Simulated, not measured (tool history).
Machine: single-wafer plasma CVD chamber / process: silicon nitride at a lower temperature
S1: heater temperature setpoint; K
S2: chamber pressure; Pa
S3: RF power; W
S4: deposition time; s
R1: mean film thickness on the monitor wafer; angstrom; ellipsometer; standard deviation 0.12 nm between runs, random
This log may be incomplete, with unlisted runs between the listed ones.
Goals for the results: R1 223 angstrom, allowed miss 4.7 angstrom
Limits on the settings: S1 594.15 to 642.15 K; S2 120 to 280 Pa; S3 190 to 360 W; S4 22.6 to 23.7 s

run  hour      S1   S2   S3    S4      R1
  1     0  618.15  200  275  23.7  250.34
  2   1.3  618.15  200  255  23.7  242.16
  3   8.4  618.15  177  255  23.7  234.28
  4  13.3  618.15  171  255  23.7  229.46
  5  17.5  618.15  168  255  23.7  227.92
  6    21  618.15  139  255  23.7  216.68
  7  24.1  618.15  141  255  23.7   216.5
  8  29.6  618.15  144  255  23.7  217.28

Of the 5 settings listed for the next run, only one would bring every result within its allowed miss of target. Which one?
  A  35.1  616.15  125  260  23.7   ?
  B  35.1  618.15  140  265  23.7   ?
  C  35.1  605.15  133  245  23.7   ?
  D  35.1  610.15  127  275  23.1   ?
  E  35.1  642.15  152  235  23.7   ?

move      R1
   A  211.06
   B  221.16
   C  209.48
   D  213.58
   E  210.45
A: misses by more than the last run did
B: each result inside its tolerance
C: misses by more than the last run did
D: misses by more than the last run did
E: misses by more than the last run did
B is the move that brings every result within its allowed miss.
